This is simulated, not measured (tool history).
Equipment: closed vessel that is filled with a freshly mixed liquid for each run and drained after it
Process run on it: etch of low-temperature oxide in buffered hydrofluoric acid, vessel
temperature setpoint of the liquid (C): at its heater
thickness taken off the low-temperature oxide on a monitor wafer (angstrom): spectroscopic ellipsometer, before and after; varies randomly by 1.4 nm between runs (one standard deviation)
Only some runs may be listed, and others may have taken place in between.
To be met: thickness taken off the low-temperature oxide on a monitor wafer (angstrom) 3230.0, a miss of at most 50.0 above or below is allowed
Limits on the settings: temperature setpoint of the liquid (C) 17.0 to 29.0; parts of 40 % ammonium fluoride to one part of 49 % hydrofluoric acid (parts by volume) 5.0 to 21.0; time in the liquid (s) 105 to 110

run	day	temperature setpoint of the liquid (C)	parts of 40 % ammonium fluoride to one part of 49 % hydrofluoric acid (parts by volume)	time in the liquid (s)	thickness taken off the low-temperature oxide on a monitor wafer (angstrom)
1	0.000	21.0	13.0	105	3704.3
2	0.221	20.5	13.0	105	3655.9
3	0.567	22.0	13.0	105	3926.3
4	0.800	22.0	13.0	110	4130.1
5	0.838	21.5	13.0	110	4061.8
6	0.892	21.5	13.0	105	3817.8
# day 1.108: thermometer replaced
7	1.108	21.0	13.0	105	3492.6
8	1.183	20.5	13.0	105	3416.2
9	1.567	20.0	13.0	105	3319.9

Exactly one of the 4 candidate moves below puts every result within its allowed miss. Which one?
A	1.950	19.5	13.0	105	?
B	1.950	18.5	11.5	105	?
C	1.950	17.0	11.5	105	?
D	1.950	17.5	12.0	105	?

move	thickness taken off the low-temperature oxide on a monitor wafer (angstrom)
A	3216.2
B	3427.4
C	3147.2
D	3106.2
A: hits every target within its allowed miss
B: lands further from the targets than the last run did
C: moves the result that the last run missed by most past its target, out the other side
D: moves the result that the last run missed by most past its target, out the other side
Correct choice: A, which meets every target
